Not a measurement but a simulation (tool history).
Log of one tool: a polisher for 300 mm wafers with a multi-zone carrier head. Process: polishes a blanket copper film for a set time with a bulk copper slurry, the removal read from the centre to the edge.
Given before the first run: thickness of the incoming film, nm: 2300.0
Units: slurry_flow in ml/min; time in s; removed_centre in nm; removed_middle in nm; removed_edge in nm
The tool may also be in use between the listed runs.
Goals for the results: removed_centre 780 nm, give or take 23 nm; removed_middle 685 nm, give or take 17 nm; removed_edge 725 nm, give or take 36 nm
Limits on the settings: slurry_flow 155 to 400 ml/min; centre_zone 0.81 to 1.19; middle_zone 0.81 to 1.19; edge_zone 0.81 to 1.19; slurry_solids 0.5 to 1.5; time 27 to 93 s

run 1 hour=0 | slurry_flow=255 centre_zone=1 middle_zone=1 edge_zone=1 slurry_solids=1 time=59 | removed_centre=581.9 removed_middle=590.18 removed_edge=559.62
run 2 hour=3.4 | slurry_flow=255 centre_zone=0.93 middle_zone=1 edge_zone=1 slurry_solids=1 time=59 | removed_centre=549.98 removed_middle=591.54 removed_edge=558.37
run 3 hour=6.1 | slurry_flow=265 centre_zone=0.99 middle_zone=0.99 edge_zone=1.05 slurry_solids=1.15 time=60 | removed_centre=596.08 removed_middle=614.04 removed_edge=580.86
run 4 hour=14.6 | slurry_flow=250 centre_zone=1.02 middle_zone=0.96 edge_zone=1.08 slurry_solids=1.25 time=63 | removed_centre=653.49 removed_middle=631.73 removed_edge=652.93
run 5 hour=18.3 | slurry_flow=250 centre_zone=1.02 middle_zone=0.96 edge_zone=1.12 slurry_solids=1.25 time=63 | removed_centre=655.65 removed_middle=633.39 removed_edge=660.44
run 6 hour=25.6 | slurry_flow=255 centre_zone=1.05 middle_zone=0.96 edge_zone=1.13 slurry_solids=1.3 time=63 | removed_centre=669.72 removed_middle=625.78 removed_edge=657.65
run 7 hour=31.2 | slurry_flow=250 centre_zone=1.07 middle_zone=0.96 edge_zone=1.13 slurry_solids=1.35 time=64 | removed_centre=697.45 removed_middle=652.02 removed_edge=678.24
run 8 hour=34.8 | slurry_flow=255 centre_zone=1.09 middle_zone=0.96 edge_zone=1.14 slurry_solids=1.4 time=65 | removed_centre=725.34 removed_middle=659.39 removed_edge=708.04
run 9 hour=39.6 | slurry_flow=265 centre_zone=1.11 middle_zone=0.97 edge_zone=1.14 slurry_solids=1.4 time=65 | removed_centre=745.39 removed_middle=664.76 removed_edge=693.25
run 10 hour=43.5 | slurry_flow=265 centre_zone=1.12 middle_zone=0.97 edge_zone=1.15 slurry_solids=1.45 time=65 | removed_centre=752.93 removed_middle=673.08 removed_edge=701.68
run 11 hour=47.6 | slurry_flow=265 centre_zone=1.12 middle_zone=0.97 edge_zone=1.16 slurry_solids=1.45 time=65 | removed_centre=755.57 removed_middle=681 removed_edge=695.55

Which single option among these 4 for the next run brings every result within its allowed miss of target? Just one does.
run A hour=51.7 | slurry_flow=255 centre_zone=1.15 middle_zone=0.96 edge_zone=1.19 slurry_solids=1.35 time=67 | removed_centre=? removed_middle=? removed_edge=?
run B hour=51.7 | slurry_flow=240 centre_zone=1.07 middle_zone=0.98 edge_zone=1.13 slurry_solids=1.45 time=66 | removed_centre=? removed_middle=? removed_edge=?
run C hour=51.7 | slurry_flow=275 centre_zone=1.09 middle_zone=0.99 edge_zone=1.16 slurry_solids=1.5 time=63 | removed_centre=? removed_middle=? removed_edge=?
run D hour=51.7 | slurry_flow=295 centre_zone=1.18 middle_zone=1.06 edge_zone=1.19 slurry_solids=1.45 time=59 | removed_centre=? removed_middle=? removed_edge=?

move=A removed_centre=779.07 removed_middle=681.27 removed_edge=731.71
move=B removed_centre=728.18 removed_middle=688.22 removed_edge=707.58
move=C removed_centre=718.42 removed_middle=673.58 removed_edge=694.16
move=D removed_centre=718.87 removed_middle=667.72 removed_edge=656.96
A: hits every target within its allowed miss
B: the biggest miss grows against the last run
C: the biggest miss grows against the last run
D: the biggest miss grows against the last run
So the answer is move A, the one that meets all the targets.
